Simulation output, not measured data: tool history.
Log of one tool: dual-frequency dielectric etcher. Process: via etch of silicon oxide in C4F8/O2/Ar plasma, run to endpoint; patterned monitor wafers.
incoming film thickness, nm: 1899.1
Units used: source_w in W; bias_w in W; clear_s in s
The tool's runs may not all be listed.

Run 1, hour 0.0: source_w 2580 W, bias_w 2464 W. Result: clear_s 321.48 s.
Run 2, hour 7.6: source_w 2380 W, bias_w 2419 W. Result: clear_s 334.35 s.
Run 3, hour 11.7: source_w 2380 W, bias_w 2652 W. Result: clear_s 323.08 s.
Run 4, hour 20.1: source_w 2220 W, bias_w 2582 W. Result: clear_s 333.49 s.
Run 5, hour 24.5: source_w 1960 W, bias_w 2582 W. Result: clear_s 347.92 s.
Run 6, hour 27.4: source_w 1880 W, bias_w 2528 W. Result: clear_s 352.23 s.

For run 7, what comes out?
Run 7, hour 31.3: source_w 1810 W, bias_w 2463 W. Result: clear_s ?.

{"run 7": {"clear_s": 362.92}}
